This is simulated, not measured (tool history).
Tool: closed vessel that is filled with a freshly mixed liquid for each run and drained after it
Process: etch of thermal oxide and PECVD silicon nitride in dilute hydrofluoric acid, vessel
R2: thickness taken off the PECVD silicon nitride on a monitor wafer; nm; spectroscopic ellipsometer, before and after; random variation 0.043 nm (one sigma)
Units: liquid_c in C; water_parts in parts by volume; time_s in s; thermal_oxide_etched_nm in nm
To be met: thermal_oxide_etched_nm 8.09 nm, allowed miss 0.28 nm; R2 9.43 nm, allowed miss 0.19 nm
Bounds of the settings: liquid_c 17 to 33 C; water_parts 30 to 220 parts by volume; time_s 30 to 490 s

run 1 hour=0 | liquid_c=25 water_parts=125 time_s=250 | thermal_oxide_etched_nm=10.465 R2=11.855
run 2 hour=5.4 | liquid_c=24.5 water_parts=135 time_s=255 | thermal_oxide_etched_nm=9.6435 R2=10.964
run 3 hour=13.9 | liquid_c=24.5 water_parts=135 time_s=330 | thermal_oxide_etched_nm=12.348 R2=14.213
run 4 hour=22.2 | liquid_c=24.5 water_parts=135 time_s=385 | thermal_oxide_etched_nm=14.613 R2=16.598
run 5 hour=23.4 | liquid_c=21.5 water_parts=135 time_s=385 | thermal_oxide_etched_nm=12.926 R2=13.467
run 6 hour=27.9 | liquid_c=25 water_parts=135 time_s=385 | thermal_oxide_etched_nm=14.886 R2=17.027
run 7 hour=36.7 | liquid_c=24 water_parts=155 time_s=395 | thermal_oxide_etched_nm=12.422 R2=14.323
run 8 hour=37.8 | liquid_c=20.5 water_parts=205 time_s=425 | thermal_oxide_etched_nm=8.5728 R2=9.2867

Which of these 5 next moves meets every target?
run A hour=38.9 | liquid_c=18.5 water_parts=190 time_s=445 | thermal_oxide_etched_nm=? R2=?
run B hour=38.9 | liquid_c=23 water_parts=185 time_s=330 | thermal_oxide_etched_nm=? R2=?
run C hour=38.9 | liquid_c=20 water_parts=185 time_s=415 | thermal_oxide_etched_nm=? R2=?
run D hour=38.9 | liquid_c=19.5 water_parts=195 time_s=435 | thermal_oxide_etched_nm=? R2=?
run E hour=38.9 | liquid_c=26 water_parts=200 time_s=310 | thermal_oxide_etched_nm=? R2=?

move=A thermal_oxide_etched_nm=8.7891 R2=9.1807
move=B thermal_oxide_etched_nm=8.0041 R2=9.3815
move=C thermal_oxide_etched_nm=8.9719 R2=9.7055
move=D thermal_oxide_etched_nm=8.664 R2=9.3525
move=E thermal_oxide_etched_nm=7.6434 R2=9.8578
A: further off than the last run
B: meets every target
C: further off than the last run
D: further off than the last run
E: takes the result that was furthest off past its target
Answer: B
